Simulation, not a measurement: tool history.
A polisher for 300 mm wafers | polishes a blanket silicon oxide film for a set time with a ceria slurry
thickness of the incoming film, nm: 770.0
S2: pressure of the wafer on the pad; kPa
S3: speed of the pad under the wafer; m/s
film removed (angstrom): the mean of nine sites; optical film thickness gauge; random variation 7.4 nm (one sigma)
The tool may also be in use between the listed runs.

{"run": 1, "day": 0.0, "flow of slurry (ml/min)": 235, "S2": 17.2, "S3": 1.02, "polishing time (s)": 110, "film removed (angstrom)": 3201.7}
{"run": 2, "day": 0.054, "flow of slurry (ml/min)": 235, "S2": 17.2, "S3": 1.02, "polishing time (s)": 110, "film removed (angstrom)": 3054.7}
{"run": 3, "day": 0.117, "flow of slurry (ml/min)": 235, "S2": 18.6, "S3": 1.02, "polishing time (s)": 110, "film removed (angstrom)": 3321.7}
{"run": 4, "day": 0.488, "flow of slurry (ml/min)": 235, "S2": 18.6, "S3": 1.12, "polishing time (s)": 110, "film removed (angstrom)": 3702.0}
{"run": 5, "day": 0.85, "flow of slurry (ml/min)": 235, "S2": 19.3, "S3": 1.12, "polishing time (s)": 110, "film removed (angstrom)": 3818.4}
{"run": 6, "day": 1.088, "flow of slurry (ml/min)": 235, "S2": 19.3, "S3": 1.12, "polishing time (s)": 110, "film removed (angstrom)": 3828.9}

Run 7 comes next. What will it give?
{"run": 7, "day": 1.346, "flow of slurry (ml/min)": 235, "S2": 20.0, "S3": 1.12, "polishing time (s)": 110, "film removed (angstrom)": "?"}

Run 7 gave film removed (angstrom) 4007.4.

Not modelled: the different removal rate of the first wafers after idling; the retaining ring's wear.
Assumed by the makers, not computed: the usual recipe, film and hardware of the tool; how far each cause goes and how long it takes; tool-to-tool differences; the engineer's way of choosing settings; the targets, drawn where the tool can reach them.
